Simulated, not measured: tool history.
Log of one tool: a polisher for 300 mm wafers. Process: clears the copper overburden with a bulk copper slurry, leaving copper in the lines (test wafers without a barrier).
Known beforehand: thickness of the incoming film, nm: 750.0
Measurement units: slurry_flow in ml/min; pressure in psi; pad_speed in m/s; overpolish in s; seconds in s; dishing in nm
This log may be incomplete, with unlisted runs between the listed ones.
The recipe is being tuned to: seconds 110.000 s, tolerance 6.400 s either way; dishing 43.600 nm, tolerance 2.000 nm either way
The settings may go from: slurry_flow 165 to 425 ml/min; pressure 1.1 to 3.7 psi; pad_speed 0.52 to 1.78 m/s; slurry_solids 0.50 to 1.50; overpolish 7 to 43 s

run 1 day=0.000 | slurry_flow=275 pressure=2.4 pad_speed=1.14 slurry_solids=1.00 overpolish=22 | seconds=79.217 dishing=101.280
run 2 day=0.142 | slurry_flow=275 pressure=2.2 pad_speed=1.16 slurry_solids=1.00 overpolish=19 | seconds=84.765 dishing=88.034
run 3 day=0.296 | slurry_flow=275 pressure=2.2 pad_speed=0.92 slurry_solids=1.00 overpolish=19 | seconds=99.455 dishing=79.636
run 4 day=0.325 | slurry_flow=275 pressure=1.7 pad_speed=0.92 slurry_solids=1.00 overpolish=19 | seconds=124.580 dishing=66.802
run 5 day=0.417 | slurry_flow=240 pressure=1.7 pad_speed=0.92 slurry_solids=1.00 overpolish=19 | seconds=129.460 dishing=66.674
run 6 day=0.508 | slurry_flow=240 pressure=2.1 pad_speed=0.92 slurry_solids=1.00 overpolish=19 | seconds=106.300 dishing=76.333
run 7 day=0.675 | slurry_flow=275 pressure=1.9 pad_speed=0.96 slurry_solids=1.10 overpolish=17 | seconds=107.960 dishing=69.403
run 8 day=0.846 | slurry_flow=305 pressure=1.7 pad_speed=0.98 slurry_solids=1.20 overpolish=15 | seconds=110.210 dishing=61.380
run 9 day=0.917 | slurry_flow=320 pressure=1.6 pad_speed=1.00 slurry_solids=1.25 overpolish=13 | seconds=116.620 dishing=54.528
-- day=1.183 slurry nozzle cleaned
run 10 day=1.183 | slurry_flow=330 pressure=1.6 pad_speed=1.02 slurry_solids=1.30 overpolish=12 | seconds=106.150 dishing=53.198
run 11 day=1.338 | slurry_flow=335 pressure=1.5 pad_speed=1.02 slurry_solids=1.35 overpolish=11 | seconds=117.970 dishing=47.130
run 12 day=1.525 | slurry_flow=340 pressure=1.5 pad_speed=1.02 slurry_solids=1.35 overpolish=11 | seconds=114.370 dishing=48.305
run 13 day=1.638 | slurry_flow=345 pressure=1.5 pad_speed=1.02 slurry_solids=1.35 overpolish=11 | seconds=115.640 dishing=48.046
run 14 day=1.871 | slurry_flow=350 pressure=1.2 pad_speed=1.20 slurry_solids=1.35 overpolish=7 | seconds=118.610 dishing=30.758

Which single option among these 4 for the next run brings every result within its allowed miss of target? Just one does.
run A day=2.104 | slurry_flow=365 pressure=1.1 pad_speed=1.16 slurry_solids=1.40 overpolish=16 | seconds=? dishing=?
run B day=2.104 | slurry_flow=375 pressure=1.6 pad_speed=0.98 slurry_solids=1.45 overpolish=9 | seconds=? dishing=?
run C day=2.104 | slurry_flow=380 pressure=1.3 pad_speed=1.02 slurry_solids=1.35 overpolish=14 | seconds=? dishing=?
run D day=2.104 | slurry_flow=340 pressure=1.5 pad_speed=0.82 slurry_solids=1.25 overpolish=15 | seconds=? dishing=?

move=A seconds=126.550 dishing=55.629
move=B seconds=103.760 dishing=43.862
move=C seconds=122.490 dishing=52.936
move=D seconds=130.990 dishing=53.836
A: pushes the last run's worst result past its target
B: in spec on every target
C: pushes the last run's worst result past its target
D: pushes the last run's worst result past its target
Correct choice: B, which meets every target

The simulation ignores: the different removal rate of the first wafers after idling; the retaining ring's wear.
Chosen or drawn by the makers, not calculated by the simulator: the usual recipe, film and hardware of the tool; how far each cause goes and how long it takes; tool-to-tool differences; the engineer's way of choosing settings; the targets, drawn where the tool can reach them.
